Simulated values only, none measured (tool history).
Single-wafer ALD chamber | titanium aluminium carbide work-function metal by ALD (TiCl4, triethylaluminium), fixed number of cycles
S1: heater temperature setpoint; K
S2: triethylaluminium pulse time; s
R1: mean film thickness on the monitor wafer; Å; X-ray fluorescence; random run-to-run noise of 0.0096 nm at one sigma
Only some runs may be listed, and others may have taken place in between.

Run 1, hour 0: S1 558.15 K, S2 9.43 s. Result: R1 19.231 Å.
Run 2, hour 4.3: S1 563.15 K, S2 9.43 s. Result: R1 19.902 Å.
Run 3, hour 6.3: S1 558.15 K, S2 9.04 s. Result: R1 19.09 Å.
Run 4, hour 8.7: S1 549.15 K, S2 9.04 s. Result: R1 18.33 Å.
Run 5, hour 14.7: S1 546.15 K, S2 8.8 s. Result: R1 17.851 Å.
Run 6, hour 17.6: S1 545.15 K, S2 8.69 s. Result: R1 17.817 Å.

Run 7 comes next. What will it give?
Run 7, hour 22.9: S1 544.15 K, S2 8.57 s. Result: R1 ?.

Run 7 produced R1 17.543 Å.
